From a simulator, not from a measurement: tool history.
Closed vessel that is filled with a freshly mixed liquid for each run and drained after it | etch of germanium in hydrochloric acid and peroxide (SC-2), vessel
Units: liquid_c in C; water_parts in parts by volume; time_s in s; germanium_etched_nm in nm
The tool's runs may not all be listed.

| run | hour | liquid_c | water_parts | time_s | germanium_etched_nm |
|---|---|---|---|---|---|
| 1 | 0.0 | 62.0 | 8.5 | 105 | 278.54 |
| 2 | 2.6 | 62.0 | 8.5 | 115 | 304.47 |
| 3 | 5.5 | 60.0 | 8.5 | 115 | 286.14 |
| 4 | 11.2 | 58.5 | 8.5 | 115 | 273.65 |
| 5 | 16.2 | 57.5 | 8.5 | 115 | 267.37 |
| 6 | 20.5 | 57.5 | 8.5 | 115 | 265.55 |
| 7 | 26.8 | 56.5 | 8.5 | 115 | 259.42 |
| 8 | 27.6 | 55.5 | 8.5 | 115 | 249.82 |

The next listed run, before its measurement:
| 9 | 35.0 | 54.5 | 8.5 | 115 | ? |

{"run 9": {"germanium_etched_nm": 245.41}}

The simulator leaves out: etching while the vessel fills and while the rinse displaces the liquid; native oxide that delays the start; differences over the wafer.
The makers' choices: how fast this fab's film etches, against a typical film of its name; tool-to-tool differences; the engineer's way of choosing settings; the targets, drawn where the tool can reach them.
